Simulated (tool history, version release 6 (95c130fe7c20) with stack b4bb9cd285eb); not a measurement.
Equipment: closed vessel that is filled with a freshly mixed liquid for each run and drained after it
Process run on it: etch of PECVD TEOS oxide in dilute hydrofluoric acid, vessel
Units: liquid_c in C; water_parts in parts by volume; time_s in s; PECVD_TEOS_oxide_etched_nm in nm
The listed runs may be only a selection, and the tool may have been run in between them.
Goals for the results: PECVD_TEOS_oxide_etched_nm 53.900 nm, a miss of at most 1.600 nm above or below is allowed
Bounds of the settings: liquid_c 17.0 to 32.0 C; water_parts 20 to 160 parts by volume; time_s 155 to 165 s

| run | hour | liquid_c | water_parts | time_s | PECVD_TEOS_oxide_etched_nm |
|---|---|---|---|---|---|
| 1 | 0.0 | 24.0 | 90 | 155 | 45.048 |
| 2 | 1.6 | 24.5 | 90 | 155 | 45.549 |
| 3 | 7.4 | 27.5 | 90 | 155 | 51.769 |
| 4 | 13.8 | 27.5 | 115 | 155 | 38.892 |
| 5 | 18.4 | 27.5 | 115 | 165 | 42.078 |
| 6 | 27.0 | 27.5 | 115 | 155 | 39.169 |
| 7 | 33.9 | 28.0 | 115 | 155 | 39.643 |
| 8 | 40.3 | 28.0 | 115 | 155 | 40.199 |
| 9 | 46.9 | 28.5 | 115 | 155 | 41.120 |
| 10 | 52.7 | 29.0 | 115 | 155 | 41.675 |

Which of these 5 next moves meets every target?
| A | 58.5 | 30.5 | 95 | 165 | ? |
| B | 58.5 | 28.5 | 95 | 155 | ? |
| C | 58.5 | 31.0 | 90 | 165 | ? |
| D | 58.5 | 28.5 | 125 | 160 | ? |
| E | 58.5 | 27.0 | 90 | 165 | ? |

| move | PECVD_TEOS_oxide_etched_nm |
|---|---|
| A | 57.940 |
| B | 50.462 |
| C | 62.771 |
| D | 38.024 |
| E | 53.883 |
A: pushes the last run's worst result past its target
B: closes in on the targets versus the last run, not all within tolerance yet
C: pushes the last run's worst result past its target
D: misses by more than the last run did
E: all results in spec
Answer: E
